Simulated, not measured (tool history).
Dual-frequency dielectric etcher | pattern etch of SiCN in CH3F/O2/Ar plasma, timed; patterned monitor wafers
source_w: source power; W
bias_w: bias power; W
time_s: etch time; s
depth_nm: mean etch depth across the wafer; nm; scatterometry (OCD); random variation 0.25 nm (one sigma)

Run 1, day 0.000: source_w 490 W, bias_w 73 W, time_s 84 s. Result: depth_nm 34.894 nm.
Run 2, day 0.288: source_w 510 W, bias_w 74 W, time_s 84 s. Result: depth_nm 35.707 nm.
Run 3, day 0.429: source_w 470 W, bias_w 74 W, time_s 84 s. Result: depth_nm 34.659 nm.
Run 4, day 0.633: source_w 470 W, bias_w 81 W, time_s 84 s. Result: depth_nm 35.818 nm.
Run 5, day 0.850: source_w 490 W, bias_w 82 W, time_s 84 s. Result: depth_nm 36.809 nm.
Run 6, day 0.879: source_w 510 W, bias_w 83 W, time_s 84 s. Result: depth_nm 37.014 nm.
Run 7, day 1.150: source_w 520 W, bias_w 84 W, time_s 84 s. Result: depth_nm 37.787 nm.

Forecast run 8:
Run 8, day 1.271: source_w 530 W, bias_w 85 W, time_s 84 s. Result: depth_nm ?.

Run 8 gave depth_nm 38.063 nm.
